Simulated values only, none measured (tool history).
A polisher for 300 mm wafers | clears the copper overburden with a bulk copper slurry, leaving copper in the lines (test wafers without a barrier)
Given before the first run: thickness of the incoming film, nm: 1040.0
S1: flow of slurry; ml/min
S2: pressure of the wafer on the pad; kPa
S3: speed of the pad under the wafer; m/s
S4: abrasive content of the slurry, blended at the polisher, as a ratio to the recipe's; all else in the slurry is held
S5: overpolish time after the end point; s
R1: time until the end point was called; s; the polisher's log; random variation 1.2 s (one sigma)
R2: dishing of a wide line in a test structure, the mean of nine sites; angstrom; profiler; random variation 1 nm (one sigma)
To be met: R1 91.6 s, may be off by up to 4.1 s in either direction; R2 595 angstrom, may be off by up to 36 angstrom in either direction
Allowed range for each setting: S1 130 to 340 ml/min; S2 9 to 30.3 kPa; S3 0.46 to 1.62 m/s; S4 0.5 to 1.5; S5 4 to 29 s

run,day,S1,S2,S3,S4,S5,R1,R2
1,0,220,19.3,1.04,1,15,127.89,596.65
2,0.258,220,19.3,1.04,0.85,15,127.2,603.97
3,0.396,220,20,1.04,0.85,14,125.82,563.44
4,0.425,220,20,1.04,0.85,8,122.51,371.48
5,0.508,220,20.7,1.04,0.85,8,121.36,373.16
6,0.746,220,21.4,1.04,0.85,8,119.73,384.87
7,0.983,220,26.9,1.04,0.85,13,100.69,640.42
8,1.329,220,28.3,1.06,0.85,12,93.664,653.84

Exercise: of the 5 proposed moves below, exactly one satisfies all targets within the stated allowed misses. Which move is it?
A,1.675,210,24.8,1.22,0.85,11,?,?
B,1.675,265,29,0.98,0.85,16,?,?
C,1.675,245,30.3,1.04,0.75,13,?,?
D,1.675,265,28.3,0.96,0.8,12,?,?
E,1.675,230,30.3,1.18,0.75,9,?,?

move,R1,R2
A,92.878,582.47
B,96.652,738.91
C,90.512,678.58
D,101.18,590.73
E,81.552,564.54
A: all results land within tolerance of their targets
B: lands further from the targets than the last run did
C: lands further from the targets than the last run did
D: puts the biggest miss on target and leaves a different result outside tolerance
E: puts the biggest miss on target and leaves a different result outside tolerance
Correct choice: A, which meets every target

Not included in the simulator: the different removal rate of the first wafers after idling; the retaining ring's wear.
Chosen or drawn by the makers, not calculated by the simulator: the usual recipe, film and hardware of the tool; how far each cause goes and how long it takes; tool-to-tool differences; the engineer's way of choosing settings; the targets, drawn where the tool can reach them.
